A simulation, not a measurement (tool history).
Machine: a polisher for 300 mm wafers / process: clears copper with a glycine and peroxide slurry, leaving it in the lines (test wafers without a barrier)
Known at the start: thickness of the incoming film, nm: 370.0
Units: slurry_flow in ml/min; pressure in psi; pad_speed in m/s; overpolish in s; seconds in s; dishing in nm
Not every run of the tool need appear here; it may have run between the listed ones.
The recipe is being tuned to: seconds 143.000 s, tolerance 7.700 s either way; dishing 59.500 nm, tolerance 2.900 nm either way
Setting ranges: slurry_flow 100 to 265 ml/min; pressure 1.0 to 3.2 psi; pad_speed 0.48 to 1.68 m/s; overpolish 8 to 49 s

run 1 hour=0.0 | slurry_flow=170 pressure=2.1 pad_speed=1.08 overpolish=25 | seconds=90.270 dishing=59.987
run 2 hour=4.7 | slurry_flow=170 pressure=1.8 pad_speed=1.08 overpolish=25 | seconds=98.791 dishing=55.537
run 3 hour=8.4 | slurry_flow=170 pressure=1.8 pad_speed=1.08 overpolish=16 | seconds=103.050 dishing=40.634
run 4 hour=11.5 | slurry_flow=170 pressure=1.8 pad_speed=0.84 overpolish=16 | seconds=122.470 dishing=35.705
run 5 hour=17.9 | slurry_flow=170 pressure=1.8 pad_speed=0.66 overpolish=16 | seconds=142.610 dishing=30.327
run 6 hour=19.7 | slurry_flow=170 pressure=1.8 pad_speed=0.76 overpolish=16 | seconds=128.470 dishing=33.591
run 7 hour=24.1 | slurry_flow=165 pressure=1.7 pad_speed=0.76 overpolish=21 | seconds=133.360 dishing=40.702
run 8 hour=30.7 | slurry_flow=160 pressure=1.6 pad_speed=0.80 overpolish=23 | seconds=132.960 dishing=43.305
run 9 hour=38.6 | slurry_flow=155 pressure=1.5 pad_speed=0.82 overpolish=25 | seconds=134.430 dishing=45.797
run 10 hour=44.2 | slurry_flow=155 pressure=1.4 pad_speed=0.82 overpolish=27 | seconds=146.570 dishing=44.394
run 11 hour=52.8 | slurry_flow=155 pressure=1.4 pad_speed=0.82 overpolish=29 | seconds=138.630 dishing=48.227
run 12 hour=59.1 | slurry_flow=145 pressure=1.3 pad_speed=0.76 overpolish=40 | seconds=159.970 dishing=57.040
run 13 hour=64.7 | slurry_flow=145 pressure=1.4 pad_speed=0.76 overpolish=40 | seconds=148.310 dishing=57.523
run 14 hour=69.6 | slurry_flow=145 pressure=1.4 pad_speed=0.76 overpolish=40 | seconds=152.380 dishing=57.764

Of the 5 settings listed for the next run, only one would bring every result within its allowed miss of target. Which one?
run A hour=74.5 | slurry_flow=170 pressure=1.7 pad_speed=0.52 overpolish=44 | seconds=? dishing=?
run B hour=74.5 | slurry_flow=180 pressure=1.1 pad_speed=0.98 overpolish=42 | seconds=? dishing=?
run C hour=74.5 | slurry_flow=100 pressure=1.2 pad_speed=0.82 overpolish=43 | seconds=? dishing=?
run D hour=74.5 | slurry_flow=140 pressure=1.7 pad_speed=0.64 overpolish=34 | seconds=? dishing=?
run E hour=74.5 | slurry_flow=165 pressure=1.0 pad_speed=0.80 overpolish=46 | seconds=? dishing=?

move=A seconds=170.280 dishing=59.059
move=B seconds=142.060 dishing=59.795
move=C seconds=163.200 dishing=56.827
move=D seconds=152.650 dishing=52.354
move=E seconds=171.130 dishing=57.169
A: lands further from the targets than the last run did
B: every result lands within tolerance
C: lands further from the targets than the last run did
D: lands further from the targets than the last run did
E: lands further from the targets than the last run did
Move B is the one to make.

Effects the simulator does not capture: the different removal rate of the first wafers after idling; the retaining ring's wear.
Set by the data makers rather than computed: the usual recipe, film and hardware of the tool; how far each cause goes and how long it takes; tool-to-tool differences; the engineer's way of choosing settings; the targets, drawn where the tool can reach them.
